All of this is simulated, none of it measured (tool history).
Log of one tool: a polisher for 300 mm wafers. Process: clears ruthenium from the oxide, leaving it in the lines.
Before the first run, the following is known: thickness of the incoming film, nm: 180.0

| run | hour | flow of slurry (ml/min) | pressure of the wafer on the pad (psi) | speed of the pad under the wafer (m/s) | overpolish time after the end point (s) | time until the end point was called (s) |
|---|---|---|---|---|---|---|
| 1 | 0.0 | 265 | 2.3 | 0.94 | 3 | 158.83 |
| 2 | 9.0 | 265 | 2.3 | 0.80 | 3 | 185.39 |
| 3 | 14.4 | 265 | 1.7 | 0.80 | 3 | 245.91 |
| 4 | 15.8 | 265 | 2.3 | 0.80 | 3 | 187.30 |
| 5 | 16.5 | 265 | 2.3 | 0.80 | 3 | 182.06 |
| 6 | 24.0 | 265 | 2.3 | 0.80 | 3 | 185.57 |

Run 7 is up next; what results do you expect?
|  | 25.2 | head pressure recalibrated |
| 7 | 25.2 | 265 | 2.0 | 0.76 | 3 | ? |

{"run 7": {"time until the end point was called (s)": 202.97}}

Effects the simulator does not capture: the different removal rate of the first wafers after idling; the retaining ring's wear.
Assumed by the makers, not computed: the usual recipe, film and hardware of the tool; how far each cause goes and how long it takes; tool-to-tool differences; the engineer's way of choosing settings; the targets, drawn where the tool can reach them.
